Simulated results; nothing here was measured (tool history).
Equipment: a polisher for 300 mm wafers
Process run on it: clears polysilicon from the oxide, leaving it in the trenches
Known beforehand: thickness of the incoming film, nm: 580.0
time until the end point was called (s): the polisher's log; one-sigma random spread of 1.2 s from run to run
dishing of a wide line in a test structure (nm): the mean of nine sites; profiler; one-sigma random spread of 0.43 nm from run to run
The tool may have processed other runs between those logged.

run,hour,flow of slurry (ml/min),pressure of the wafer on the pad (psi),speed of the pad under the wafer (m/s),overpolish time after the end point (s),time until the end point was called (s),dishing of a wide line in a test structure (nm)
1,0.0,255,1.9,1.24,11,56.237,28.638
2,3.4,255,1.9,1.24,9,53.437,28.060
3,9.4,255,1.9,1.50,9,45.134,29.246
4,15.7,255,1.6,1.50,9,52.853,28.809
5,19.1,255,1.6,1.40,9,55.828,28.261
6,27.4,255,1.6,1.26,9,61.099,28.078
7,31.5,245,1.8,1.12,8,62.309,27.193
8,32.9,230,2.0,1.02,7,62.796,25.852
9,34.2,215,2.2,0.94,6,64.845,24.732
10,37.7,205,2.4,0.88,5,64.171,24.090
11,40.7,195,2.5,0.84,5,65.365,22.550
12,42.0,185,2.6,0.82,5,62.742,22.408
13,47.7,180,2.7,0.80,5,63.044,23.502
14,54.4,175,2.8,0.78,5,61.750,22.541
15,57.0,170,2.8,0.76,5,63.743,22.646
16,64.2,165,2.8,0.74,5,68.150,22.783

Estimate the outcome of run 17 from the log above:
17,64.7,180,2.8,0.70,5,?,?

For run 17 the tool returned time until the end point was called (s) 70.664, dishing of a wide line in a test structure (nm) 22.189.

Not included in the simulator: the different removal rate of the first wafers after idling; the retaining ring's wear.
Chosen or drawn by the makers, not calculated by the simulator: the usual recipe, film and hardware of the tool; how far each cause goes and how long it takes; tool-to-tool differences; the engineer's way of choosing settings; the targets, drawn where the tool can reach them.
